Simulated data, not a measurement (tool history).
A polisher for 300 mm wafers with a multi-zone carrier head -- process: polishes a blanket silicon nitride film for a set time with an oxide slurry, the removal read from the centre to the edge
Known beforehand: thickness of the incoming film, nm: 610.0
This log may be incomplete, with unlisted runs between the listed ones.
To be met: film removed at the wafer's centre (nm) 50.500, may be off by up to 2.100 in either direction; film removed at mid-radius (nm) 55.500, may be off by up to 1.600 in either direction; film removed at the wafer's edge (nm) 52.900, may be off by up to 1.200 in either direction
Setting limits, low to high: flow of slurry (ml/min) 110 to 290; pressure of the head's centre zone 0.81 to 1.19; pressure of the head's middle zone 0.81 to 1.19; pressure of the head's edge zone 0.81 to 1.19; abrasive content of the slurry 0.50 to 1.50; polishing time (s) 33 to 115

| run | hour | flow of slurry (ml/min) | pressure of the head's centre zone | pressure of the head's middle zone | pressure of the head's edge zone | abrasive content of the slurry | polishing time (s) | film removed at the wafer's centre (nm) | film removed at mid-radius (nm) | film removed at the wafer's edge (nm) |
|---|---|---|---|---|---|---|---|---|---|---|
| 1 | 0.0 | 185 | 1.00 | 1.00 | 1.00 | 1.00 | 73 | 51.274 | 48.494 | 48.767 |
| 2 | 6.3 | 185 | 0.93 | 1.00 | 1.00 | 1.00 | 73 | 48.351 | 48.651 | 49.334 |
| 3 | 11.3 | 185 | 0.93 | 1.00 | 1.03 | 1.00 | 73 | 49.007 | 48.598 | 49.484 |
| 4 | 14.1 | 200 | 0.91 | 1.02 | 1.04 | 1.00 | 73 | 47.725 | 49.791 | 50.990 |
| 5 | 20.6 | 200 | 0.97 | 1.02 | 1.04 | 1.00 | 73 | 51.571 | 50.451 | 50.286 |
| 6 | 25.7 | 210 | 0.96 | 1.03 | 1.04 | 1.00 | 73 | 50.727 | 50.491 | 51.039 |
| 7 | 32.0 | 215 | 0.96 | 1.05 | 1.04 | 1.00 | 73 | 52.428 | 51.992 | 50.906 |
| 8 | 39.3 | 220 | 0.94 | 1.06 | 1.05 | 1.00 | 73 | 50.651 | 51.860 | 50.778 |
| 9 | 40.3 | 225 | 0.93 | 1.07 | 1.06 | 1.00 | 73 | 49.989 | 52.096 | 51.810 |
|  | 43.5 | centre zone pressure recalibrated |
| 10 | 43.5 | 225 | 0.93 | 1.07 | 1.06 | 1.00 | 73 | 45.768 | 51.931 | 51.459 |
| 11 | 48.5 | 230 | 0.94 | 1.08 | 1.06 | 1.00 | 73 | 47.162 | 53.344 | 51.481 |
| 12 | 56.0 | 235 | 0.95 | 1.08 | 1.06 | 1.00 | 73 | 48.339 | 53.424 | 51.349 |
| 13 | 60.7 | 240 | 0.96 | 1.08 | 1.07 | 1.00 | 73 | 48.401 | 54.325 | 51.505 |
| 14 | 69.0 | 240 | 0.97 | 1.08 | 1.08 | 1.00 | 73 | 49.070 | 53.645 | 51.198 |

Consider the 5 candidate settings below. Which is the only one whose results all fall within their allowed miss of target?
| A | 77.3 | 245 | 0.94 | 1.02 | 1.05 | 0.95 | 73 | ? | ? | ? |
| B | 77.3 | 225 | 0.93 | 1.02 | 1.09 | 1.05 | 73 | ? | ? | ? |
| C | 77.3 | 220 | 1.00 | 1.11 | 1.11 | 1.25 | 68 | ? | ? | ? |
| D | 77.3 | 205 | 0.93 | 1.00 | 1.07 | 0.80 | 82 | ? | ? | ? |
| E | 77.3 | 255 | 0.96 | 0.94 | 1.10 | 1.20 | 71 | ? | ? | ? |

| move | film removed at the wafer's centre (nm) | film removed at mid-radius (nm) | film removed at the wafer's edge (nm) |
|---|---|---|---|
| A | 47.118 | 50.007 | 50.235 |
| B | 48.028 | 51.577 | 52.903 |
| C | 51.283 | 54.948 | 52.939 |
| D | 47.799 | 50.551 | 52.378 |
| E | 51.403 | 49.879 | 54.927 |
A: lands further from the targets than the last run did
B: puts the biggest miss on target and leaves a different result outside tolerance
C: every result within its allowed miss
D: puts the biggest miss on target and leaves a different result outside tolerance
E: takes the result that was furthest off past its target
C is the move that brings every result within its allowed miss.
